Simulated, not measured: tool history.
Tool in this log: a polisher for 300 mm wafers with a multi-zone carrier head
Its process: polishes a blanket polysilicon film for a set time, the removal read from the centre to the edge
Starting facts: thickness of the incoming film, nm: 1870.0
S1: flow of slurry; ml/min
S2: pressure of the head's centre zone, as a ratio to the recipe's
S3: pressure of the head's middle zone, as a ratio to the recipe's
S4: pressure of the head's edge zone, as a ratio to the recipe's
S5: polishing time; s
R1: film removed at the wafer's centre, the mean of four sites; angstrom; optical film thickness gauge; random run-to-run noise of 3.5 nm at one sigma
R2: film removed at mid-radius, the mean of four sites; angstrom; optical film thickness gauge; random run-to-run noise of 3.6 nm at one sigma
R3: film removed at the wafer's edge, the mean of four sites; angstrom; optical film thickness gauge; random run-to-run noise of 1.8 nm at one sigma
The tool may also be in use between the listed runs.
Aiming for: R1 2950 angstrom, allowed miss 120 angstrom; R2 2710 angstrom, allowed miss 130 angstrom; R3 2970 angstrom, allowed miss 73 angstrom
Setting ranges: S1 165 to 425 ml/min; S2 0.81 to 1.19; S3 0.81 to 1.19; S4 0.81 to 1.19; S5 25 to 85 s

run  hour   S1    S2    S3    S4  S5      R1      R2      R3
  1     0  275     1     1     1  55  4289.7  4189.8    4275
  2     7  270  0.99  0.98  0.98  52  4060.7  4021.8    4029
  3    13  215  0.99  0.98  0.98  52  3865.5  3749.1  3921.3
  4    18  215  0.93  0.98  0.98  52  3738.1  3938.6  3998.7
  5  24.9  215  0.86  0.98  0.98  52  3577.7  3778.4  3927.9
  6  33.8  215  0.94  0.98  0.98  52    3763  3807.3  3952.2
  7  41.8  210  0.95  0.96  0.97  50  3689.3  3584.9  3840.4
  8  47.1  205  0.95  0.96  0.96  48  3468.7  3461.1    3639
  9  55.5  205  0.96  0.95  0.94  46  3341.4  3194.9  3437.1
 10  63.2  205  0.96  0.94  0.92  45  3256.5  3196.3  3310.6
     67.2  -- slurry nozzle cleaned
 11  67.2  200  0.96  0.92  0.91  44    3283  3080.1  3256.3
 12  74.6  195  0.95  0.91   0.9  43  3186.4  2952.3  3165.7
 13  79.3  190  0.94   0.9  0.89  43  3132.6    3014  3124.5

5 candidate next runs follow, results not yet known. Just one meets every target within its allowed miss. Identify it.
  A    84  220  1.11  0.81  0.93  40   ?   ?   ?
  B    84  165  0.98  0.91  0.94  40   ?   ?   ?
  C    84  210  0.84     1  0.81  41   ?   ?   ?
  D    84  250  0.85  1.03  0.81  46   ?   ?   ?
  E    84  165  1.03  0.84   0.9  43   ?   ?   ?

move      R1      R2      R3
   A  3377.9  2565.6  3032.2
   B  2989.7  2743.5  2984.4
   C  2811.6  3107.4  2904.3
   D  3234.8    3626  3293.9
   E  3333.4  2765.7  3147.2
A: the result that was furthest off in the last run now lies on the other side of its target
B: hits every target within its allowed miss
C: misses by more than the last run did
D: misses by more than the last run did
E: puts the biggest miss on target and leaves a different result outside tolerance
The right move is B.

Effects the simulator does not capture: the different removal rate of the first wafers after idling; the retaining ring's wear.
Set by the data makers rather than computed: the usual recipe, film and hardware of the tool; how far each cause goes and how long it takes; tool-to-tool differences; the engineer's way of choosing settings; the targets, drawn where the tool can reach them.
